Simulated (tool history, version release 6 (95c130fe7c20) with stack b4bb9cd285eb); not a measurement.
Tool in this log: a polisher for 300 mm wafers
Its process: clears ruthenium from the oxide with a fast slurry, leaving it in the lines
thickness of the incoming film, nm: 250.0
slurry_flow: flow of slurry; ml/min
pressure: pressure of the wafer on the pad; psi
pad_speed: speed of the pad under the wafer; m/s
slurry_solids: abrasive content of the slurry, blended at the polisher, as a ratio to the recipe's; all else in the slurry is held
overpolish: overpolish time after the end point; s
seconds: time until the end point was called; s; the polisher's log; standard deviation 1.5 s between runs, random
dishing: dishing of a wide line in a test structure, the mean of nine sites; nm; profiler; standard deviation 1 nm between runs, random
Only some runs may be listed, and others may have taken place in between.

Run 1, day 0: slurry_flow 220 ml/min, pressure 3.4 psi, pad_speed 1.04 m/s, slurry_solids 1, overpolish 23 s. Result: seconds 47.72 s, dishing 102.94 nm.
Run 2, day 0.279: slurry_flow 220 ml/min, pressure 3.4 psi, pad_speed 1.26 m/s, slurry_solids 1, overpolish 23 s. Result: seconds 38.162 s, dishing 122.34 nm.
Run 3, day 0.567: slurry_flow 220 ml/min, pressure 3.2 psi, pad_speed 1.22 m/s, slurry_solids 1, overpolish 22 s. Result: seconds 41.775 s, dishing 106.05 nm.
Run 4, day 0.617: slurry_flow 220 ml/min, pressure 3.7 psi, pad_speed 1.22 m/s, slurry_solids 1, overpolish 22 s. Result: seconds 37.215 s, dishing 115.9 nm.
Run 5, day 0.671: slurry_flow 220 ml/min, pressure 3.7 psi, pad_speed 1.34 m/s, slurry_solids 1, overpolish 22 s. Result: seconds 35.174 s, dishing 128.42 nm.
Run 6, day 0.692: slurry_flow 220 ml/min, pressure 3.5 psi, pad_speed 1.26 m/s, slurry_solids 1, overpolish 21 s. Result: seconds 37.09 s, dishing 111.03 nm.
Run 7, day 0.754: slurry_flow 220 ml/min, pressure 3.3 psi, pad_speed 1.2 m/s, slurry_solids 1, overpolish 20 s. Result: seconds 41.633 s, dishing 102.06 nm.
Run 8, day 1.125: slurry_flow 220 ml/min, pressure 3.1 psi, pad_speed 1.16 m/s, slurry_solids 1, overpolish 19 s. Result: seconds 45.648 s, dishing 90.464 nm.
Run 9, day 1.304: slurry_flow 220 ml/min, pressure 2.9 psi, pad_speed 1.12 m/s, slurry_solids 1, overpolish 18 s. Result: seconds 49.489 s, dishing 82.966 nm.
Run 10, day 1.462: slurry_flow 220 ml/min, pressure 2.8 psi, pad_speed 1.1 m/s, slurry_solids 1, overpolish 17 s. Result: seconds 50.076 s, dishing 71.553 nm.
Run 11, day 1.692: slurry_flow 220 ml/min, pressure 2.6 psi, pad_speed 1.08 m/s, slurry_solids 1, overpolish 17 s. Result: seconds 55.529 s, dishing 69.192 nm.
Run 12, day 1.817: slurry_flow 220 ml/min, pressure 2.5 psi, pad_speed 1.06 m/s, slurry_solids 1, overpolish 17 s. Result: seconds 58.124 s, dishing 66.178 nm.

What does the tool deliver on the next run?
Run 13, day 1.896: slurry_flow 220 ml/min, pressure 2.5 psi, pad_speed 1.06 m/s, slurry_solids 1, overpolish 17 s. Result: seconds ?, dishing ?.

{"run 13": {"seconds": 57.935, "dishing": 64.117}}

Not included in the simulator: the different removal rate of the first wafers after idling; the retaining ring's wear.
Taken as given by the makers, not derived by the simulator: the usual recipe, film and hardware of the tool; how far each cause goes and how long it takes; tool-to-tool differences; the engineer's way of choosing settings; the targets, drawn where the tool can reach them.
